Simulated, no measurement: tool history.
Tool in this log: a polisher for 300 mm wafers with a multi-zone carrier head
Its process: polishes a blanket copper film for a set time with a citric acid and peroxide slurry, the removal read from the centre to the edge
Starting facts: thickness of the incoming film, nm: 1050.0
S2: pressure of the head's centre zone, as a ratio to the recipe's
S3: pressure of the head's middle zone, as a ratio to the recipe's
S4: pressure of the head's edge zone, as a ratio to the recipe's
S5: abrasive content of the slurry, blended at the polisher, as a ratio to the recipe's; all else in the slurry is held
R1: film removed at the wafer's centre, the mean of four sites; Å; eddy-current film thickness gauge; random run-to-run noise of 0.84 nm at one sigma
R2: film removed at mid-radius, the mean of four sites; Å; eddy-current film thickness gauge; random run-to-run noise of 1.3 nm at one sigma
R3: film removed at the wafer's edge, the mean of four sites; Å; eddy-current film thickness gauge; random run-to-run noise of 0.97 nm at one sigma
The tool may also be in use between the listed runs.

Run 1, hour 0.0: flow of slurry (ml/min) 315, S2 1.00, S3 1.00, S4 1.00, S5 1.00, polishing time (s) 38. Result: R1 1057.60 Å, R2 1030.80 Å, R3 1015.40 Å.
Run 2, hour 0.7: flow of slurry (ml/min) 315, S2 1.00, S3 1.00, S4 1.00, S5 1.00, polishing time (s) 29. Result: R1 798.03 Å, R2 778.10 Å, R3 787.34 Å.
Run 3, hour 6.9: flow of slurry (ml/min) 320, S2 0.98, S3 1.03, S4 1.03, S5 1.10, polishing time (s) 31. Result: R1 858.43 Å, R2 888.35 Å, R3 852.14 Å.
Run 4, hour 13.0: flow of slurry (ml/min) 310, S2 0.95, S3 1.03, S4 1.05, S5 1.15, polishing time (s) 33. Result: R1 879.82 Å, R2 939.42 Å, R3 925.54 Å.
Run 5, hour 20.4: flow of slurry (ml/min) 300, S2 0.94, S3 1.05, S4 1.07, S5 1.20, polishing time (s) 34. Result: R1 909.21 Å, R2 985.48 Å, R3 973.14 Å.
At hour 25.1: worn pad replaced by a new one.
Run 6, hour 25.1: flow of slurry (ml/min) 345, S2 0.94, S3 1.05, S4 1.07, S5 1.20, polishing time (s) 34. Result: R1 999.55 Å, R2 1114.40 Å, R3 1077.10 Å.
Run 7, hour 32.0: flow of slurry (ml/min) 360, S2 0.93, S3 1.05, S4 1.07, S5 1.20, polishing time (s) 34. Result: R1 1012.10 Å, R2 1091.20 Å, R3 1061.30 Å.
Run 8, hour 35.9: flow of slurry (ml/min) 375, S2 0.91, S3 1.07, S4 1.08, S5 1.20, polishing time (s) 34. Result: R1 980.75 Å, R2 1117.40 Å, R3 1078.60 Å.
Run 9, hour 41.6: flow of slurry (ml/min) 395, S2 0.91, S3 1.08, S4 1.09, S5 1.20, polishing time (s) 34. Result: R1 981.90 Å, R2 1147.90 Å, R3 1084.20 Å.

Forecast run 10:
Run 10, hour 46.8: flow of slurry (ml/min) 410, S2 0.91, S3 1.09, S4 1.10, S5 1.20, polishing time (s) 34. Result: R1 ?, R2 ?, R3 ?.

{"run 10": {"R1": 991.2, "R2": 1149.3, "R3": 1105.4}}
